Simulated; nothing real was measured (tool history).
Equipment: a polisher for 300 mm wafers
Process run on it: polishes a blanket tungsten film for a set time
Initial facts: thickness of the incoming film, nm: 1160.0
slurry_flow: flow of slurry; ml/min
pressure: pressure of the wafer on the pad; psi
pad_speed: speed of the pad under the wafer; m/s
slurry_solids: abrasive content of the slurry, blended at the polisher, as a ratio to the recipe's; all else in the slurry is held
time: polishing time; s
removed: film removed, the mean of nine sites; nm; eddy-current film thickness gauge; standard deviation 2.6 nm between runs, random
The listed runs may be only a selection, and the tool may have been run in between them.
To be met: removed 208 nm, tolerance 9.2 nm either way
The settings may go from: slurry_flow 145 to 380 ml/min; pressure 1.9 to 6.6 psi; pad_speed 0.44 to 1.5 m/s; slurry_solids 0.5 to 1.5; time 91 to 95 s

run  hour  slurry_flow  pressure  pad_speed  slurry_solids  time  removed
  1     0          245       4.2       0.96              1    91   434.89
  2   8.5          245       4.2       1.06              1    91   482.03
  3  13.6          245       3.9       1.02              1    91   430.33
  4  20.1          245       3.9       1.02            0.8    91   408.55
  5  24.2          245       3.6          1            0.8    91      379
  6  29.4          275       3.6          1            0.8    91   387.22
  7  35.5          270       3.3       0.96            0.8    91   348.53
  8  40.8          265       3.1       0.94            0.8    91   326.35
  9  42.1          260       2.9       0.92            0.8    91   302.18
 10  50.1          255       2.7        0.9            0.8    91   282.98
 11  51.1          250       2.6       0.88            0.8    91   270.07
 12  54.2          245       2.5       0.86            0.8    91   255.47
 13  55.8          245       2.5       0.86            0.8    91   260.11
 14  64.6          245       1.9       0.78            0.8    91   191.92

Which of these 5 next moves meets every target?
  A  73.4          265         2       0.78            0.8    93        ?
  B  73.4          225       2.2        0.8            0.8    95        ?
  C  73.4          270       2.6       0.62            0.9    95        ?
  D  73.4          240       2.7       0.58           1.05    95        ?
  E  73.4          225       1.9       0.58            0.9    91        ?

move  removed
   A   209.69
   B   230.43
   C   230.71
   D   233.55
   E   165.08
A: every result within its allowed miss
B: takes the result that was furthest off past its target
C: takes the result that was furthest off past its target
D: takes the result that was furthest off past its target
E: moves away from the targets compared with the last run
A meets every target.
